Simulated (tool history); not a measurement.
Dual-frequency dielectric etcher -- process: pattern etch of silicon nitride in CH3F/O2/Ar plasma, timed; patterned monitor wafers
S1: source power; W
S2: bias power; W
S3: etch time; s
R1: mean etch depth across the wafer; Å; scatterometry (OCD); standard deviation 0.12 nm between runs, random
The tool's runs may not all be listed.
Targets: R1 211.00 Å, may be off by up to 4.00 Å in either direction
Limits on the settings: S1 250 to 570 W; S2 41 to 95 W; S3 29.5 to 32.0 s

{"run": 1, "hour": 0.0, "S1": 410, "S2": 68, "S3": 32.0, "R1": 232.86}
{"run": 2, "hour": 2.9, "S1": 410, "S2": 68, "S3": 32.0, "R1": 233.89}
{"run": 3, "hour": 6.1, "S1": 360, "S2": 68, "S3": 32.0, "R1": 224.81}
{"run": 4, "hour": 7.5, "S1": 360, "S2": 63, "S3": 32.0, "R1": 217.12}
{"run": 5, "hour": 11.6, "S1": 410, "S2": 63, "S3": 32.0, "R1": 228.3}
{"run": 6, "hour": 12.9, "S1": 400, "S2": 63, "S3": 32.0, "R1": 223.4}
{"run": 7, "hour": 16.5, "S1": 390, "S2": 63, "S3": 32.0, "R1": 223.18}
{"run": 8, "hour": 18.7, "S1": 380, "S2": 63, "S3": 32.0, "R1": 220.47}
{"run": 9, "hour": 23.6, "S1": 360, "S2": 62, "S3": 32.0, "R1": 216.65}

5 next moves are on the table. One of them brings every result within its allowed miss. Which?
{"run": "A", "hour": 28.5, "S1": 360, "S2": 53, "S3": 32.0, "R1": "?"}
{"run": "B", "hour": 28.5, "S1": 340, "S2": 60, "S3": 31.0, "R1": "?"}
{"run": "C", "hour": 28.5, "S1": 280, "S2": 76, "S3": 31.0, "R1": "?"}
{"run": "D", "hour": 28.5, "S1": 380, "S2": 67, "S3": 31.5, "R1": "?"}
{"run": "E", "hour": 28.5, "S1": 360, "S2": 64, "S3": 29.5, "R1": "?"}

move=A R1=201.74
move=B R1=203.20
move=C R1=213.29
move=D R1=225.31
move=E R1=202.98
A: moves the result that the last run missed by most past its target, out the other side
B: moves the result that the last run missed by most past its target, out the other side
C: all results in spec
D: further off than the last run
E: moves the result that the last run missed by most past its target, out the other side
C is the move that brings every result within its allowed miss.
